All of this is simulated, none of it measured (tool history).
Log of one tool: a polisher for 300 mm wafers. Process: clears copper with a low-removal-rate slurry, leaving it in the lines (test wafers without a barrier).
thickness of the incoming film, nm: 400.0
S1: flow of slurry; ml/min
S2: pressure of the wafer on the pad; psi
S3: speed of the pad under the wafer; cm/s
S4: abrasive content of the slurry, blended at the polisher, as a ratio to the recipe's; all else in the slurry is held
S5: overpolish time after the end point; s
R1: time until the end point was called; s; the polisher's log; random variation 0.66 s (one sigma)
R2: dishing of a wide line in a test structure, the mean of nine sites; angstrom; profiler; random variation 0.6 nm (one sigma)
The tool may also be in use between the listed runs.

run  hour   S1   S2   S3    S4  S5      R1      R2
  1     0  300  2.7  142     1  12  101.81  291.86
  2     2  300  2.9  142     1  12  95.528  294.93
  3   6.6  300  2.9  142     1   8  97.115  214.34
  4   8.8  300    3  144     1   9  92.699  239.01
  5  14.9  300  3.1  146     1  10  88.679  270.03
  6  19.4  300  3.1  146  1.15  10  87.522   275.3
  7  25.1  300  3.1  146  1.15  10  88.748  274.92
  8    30  300  3.2  146  1.15  11  85.687  316.42

The next listed run, before its measurement:
  9    39  300  3.3  146  1.15  11   ?   ?

R1: 83.401 s
R2: 321.42 angstrom
